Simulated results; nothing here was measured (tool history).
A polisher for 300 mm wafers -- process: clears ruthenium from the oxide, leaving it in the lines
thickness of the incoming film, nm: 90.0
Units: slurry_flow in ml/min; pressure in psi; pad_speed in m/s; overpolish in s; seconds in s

Run 1, hour 0.0: slurry_flow 235 ml/min, pressure 1.4 psi, pad_speed 1.14 m/s, overpolish 10 s. Result: seconds 116.150 s.
Run 2, hour 3.5: slurry_flow 200 ml/min, pressure 1.4 psi, pad_speed 1.14 m/s, overpolish 10 s. Result: seconds 119.490 s.
Run 3, hour 4.7: slurry_flow 250 ml/min, pressure 1.4 psi, pad_speed 1.14 m/s, overpolish 10 s. Result: seconds 118.140 s.
Run 4, hour 5.7: slurry_flow 250 ml/min, pressure 1.4 psi, pad_speed 0.98 m/s, overpolish 10 s. Result: seconds 127.310 s.
Run 5, hour 10.5: slurry_flow 250 ml/min, pressure 1.6 psi, pad_speed 1.00 m/s, overpolish 10 s. Result: seconds 114.030 s.
Run 6, hour 12.3: slurry_flow 250 ml/min, pressure 1.8 psi, pad_speed 1.02 m/s, overpolish 10 s. Result: seconds 106.270 s.
Run 7, hour 15.1: slurry_flow 255 ml/min, pressure 1.9 psi, pad_speed 1.08 m/s, overpolish 10 s. Result: seconds 98.000 s.
Run 8, hour 23.9: slurry_flow 255 ml/min, pressure 2.0 psi, pad_speed 1.12 m/s, overpolish 10 s. Result: seconds 92.623 s.
Run 9, hour 31.0: slurry_flow 255 ml/min, pressure 2.1 psi, pad_speed 1.16 m/s, overpolish 10 s. Result: seconds 87.742 s.

What will run 10 give?
Run 10, hour 37.0: slurry_flow 255 ml/min, pressure 2.1 psi, pad_speed 1.18 m/s, overpolish 10 s. Result: seconds ?.

Run 10 gave seconds 86.134 s.
